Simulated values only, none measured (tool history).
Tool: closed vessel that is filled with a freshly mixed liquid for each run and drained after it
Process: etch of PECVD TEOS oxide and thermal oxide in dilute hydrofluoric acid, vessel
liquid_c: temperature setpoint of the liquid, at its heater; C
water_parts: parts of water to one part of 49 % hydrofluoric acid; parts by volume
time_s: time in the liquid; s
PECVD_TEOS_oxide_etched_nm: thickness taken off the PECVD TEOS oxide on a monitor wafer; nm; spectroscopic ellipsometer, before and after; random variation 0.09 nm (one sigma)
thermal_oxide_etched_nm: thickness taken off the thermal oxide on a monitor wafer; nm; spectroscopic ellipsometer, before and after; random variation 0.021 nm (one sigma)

run,hour,liquid_c,water_parts,time_s,PECVD_TEOS_oxide_etched_nm,thermal_oxide_etched_nm
1,0,23,70,75,16.89,4.7103
2,4.5,21.5,70,75,15.675,4.4429
3,8.9,21.5,80,75,13.505,3.8327
4,11.7,20,80,75,12.88,3.6046
5,17.4,20.5,80,75,12.962,3.6481
6,21.1,21,80,75,13.403,3.7517
7,24.9,21.5,80,75,13.527,3.7771
8,32.3,22,80,75,13.795,3.8915

The next listed run, before its measurement:
9,34.3,23.5,80,75,?,?

{"run 9": {"PECVD_TEOS_oxide_etched_nm": 14.775, "thermal_oxide_etched_nm": 4.0937}}

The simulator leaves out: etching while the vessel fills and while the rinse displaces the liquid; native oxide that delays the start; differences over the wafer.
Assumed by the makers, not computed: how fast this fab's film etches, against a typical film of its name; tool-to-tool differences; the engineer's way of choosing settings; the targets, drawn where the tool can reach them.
